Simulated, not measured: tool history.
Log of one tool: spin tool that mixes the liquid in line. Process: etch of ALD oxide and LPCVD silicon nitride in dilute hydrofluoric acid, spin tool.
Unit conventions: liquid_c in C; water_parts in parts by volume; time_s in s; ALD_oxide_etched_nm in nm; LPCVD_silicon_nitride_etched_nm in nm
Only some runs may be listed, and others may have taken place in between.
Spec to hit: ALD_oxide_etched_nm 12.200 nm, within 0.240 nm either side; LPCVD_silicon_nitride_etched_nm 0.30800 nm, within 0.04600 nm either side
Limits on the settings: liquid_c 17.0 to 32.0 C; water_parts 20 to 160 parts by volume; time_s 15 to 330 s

run	hour	liquid_c	water_parts	time_s	ALD_oxide_etched_nm	LPCVD_silicon_nitride_etched_nm
1	0.0	24.0	90	170	36.162	0.96193
2	2.0	22.5	110	170	27.275	0.71959
3	8.3	22.5	120	170	24.524	0.63311
4	12.4	22.5	150	170	18.988	0.53718
5	20.2	21.0	155	165	16.769	0.42081
6	29.2	21.0	130	165	20.616	0.51321
7	37.5	20.5	140	160	17.690	0.44255
8	39.9	20.0	145	155	16.422	0.39152
9	41.5	20.0	145	155	16.378	0.38836
10	42.2	18.0	160	150	13.072	0.31017
11	48.4	18.0	160	145	12.682	0.31329

4 candidate next runs follow, results not yet known. Just one meets every target within its allowed miss. Identify it.
A	54.6	20.0	160	130	?	?
B	54.6	22.0	160	115	?	?
C	54.6	19.5	145	130	?	?
D	54.6	31.5	160	80	?	?

move	ALD_oxide_etched_nm	LPCVD_silicon_nitride_etched_nm
A	12.220	0.30720
B	11.690	0.31008
C	13.424	0.32696
D	11.547	0.39141
A: every result lands within tolerance
B: takes the result that was furthest off past its target
C: lands further from the targets than the last run did
D: takes the result that was furthest off past its target
Answer: A
